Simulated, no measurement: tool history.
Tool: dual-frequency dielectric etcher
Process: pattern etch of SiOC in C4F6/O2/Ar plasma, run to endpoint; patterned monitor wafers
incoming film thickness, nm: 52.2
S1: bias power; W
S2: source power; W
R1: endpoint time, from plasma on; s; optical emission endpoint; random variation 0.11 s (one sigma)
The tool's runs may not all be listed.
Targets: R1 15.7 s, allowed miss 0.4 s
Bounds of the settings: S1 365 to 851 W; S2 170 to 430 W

run	hour	S1	S2	R1
1	0	608	300	17.429
2	8.8	608	270	18.253
3	14.5	608	250	18.997
4	16.6	664	260	17.919
5	24.6	614	260	18.339
6	32.9	670	260	17.828
7	36.2	711	270	17.61
8	40.4	735	290	16.863

4 next moves are on the table. One of them brings every result within its allowed miss. Which?
A	44.6	583	360	?
B	44.6	789	290	?
C	44.6	784	340	?
D	44.6	740	300	?

move	R1
A	16.603
B	16.407
C	15.552
D	16.533
A: nearer than the last run, and not there yet
B: nearer than the last run, and not there yet
C: meets every target
D: nearer than the last run, and not there yet
Move C is the one to make.
